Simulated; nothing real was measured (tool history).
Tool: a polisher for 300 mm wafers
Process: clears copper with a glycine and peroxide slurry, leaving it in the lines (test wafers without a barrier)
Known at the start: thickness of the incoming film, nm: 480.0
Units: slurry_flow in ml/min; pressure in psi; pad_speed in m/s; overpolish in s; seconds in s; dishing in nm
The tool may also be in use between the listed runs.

run  hour  slurry_flow  pressure  pad_speed  overpolish  seconds  dishing
  1   0.0          170       3.0       0.92          13   77.410   43.117
  2   3.1          175       3.0       0.92          11   78.388   37.868
  3   6.9          175       3.0       1.06          11   70.109   41.869
  4  15.3          175       3.0       0.88          11   81.937   36.859
  5  24.2          175       3.0       0.88           7   81.721   25.241
  6  27.5          140       3.0       0.88           7   84.573   24.472
  7  35.6          150       3.1       0.88           7   82.754   25.703
  8  42.2          160       3.2       0.88           7   80.799   26.680

The next listed run, before its measurement:
  9  47.3          170       3.3       0.88           7        ?        ?

Run 9 gave seconds 77.111 s, dishing 25.983 nm.
